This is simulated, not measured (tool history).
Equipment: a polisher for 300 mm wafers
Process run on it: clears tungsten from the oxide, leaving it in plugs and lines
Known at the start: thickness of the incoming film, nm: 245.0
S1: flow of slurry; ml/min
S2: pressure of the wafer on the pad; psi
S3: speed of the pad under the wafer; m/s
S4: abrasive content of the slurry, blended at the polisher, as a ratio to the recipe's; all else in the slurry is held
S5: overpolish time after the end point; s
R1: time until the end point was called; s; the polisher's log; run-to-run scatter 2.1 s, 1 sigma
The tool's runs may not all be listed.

run,day,S1,S2,S3,S4,S5,R1
1,0.000,210,2.8,0.86,1.00,12,73.723
2,0.333,210,2.8,0.86,1.15,12,76.905
3,0.504,210,2.6,0.84,1.15,12,78.719
4,0.754,210,2.6,0.84,1.25,12,78.797
5,1.092,210,3.3,0.84,1.25,12,68.227
6,1.350,210,3.3,0.84,1.25,9,65.853
7,1.596,210,2.9,0.80,1.25,9,79.084

Run 8 has not been measured yet. What should we expect?
8,1.950,210,2.7,0.78,1.25,9,?

{"run 8": {"R1": 81.531}}

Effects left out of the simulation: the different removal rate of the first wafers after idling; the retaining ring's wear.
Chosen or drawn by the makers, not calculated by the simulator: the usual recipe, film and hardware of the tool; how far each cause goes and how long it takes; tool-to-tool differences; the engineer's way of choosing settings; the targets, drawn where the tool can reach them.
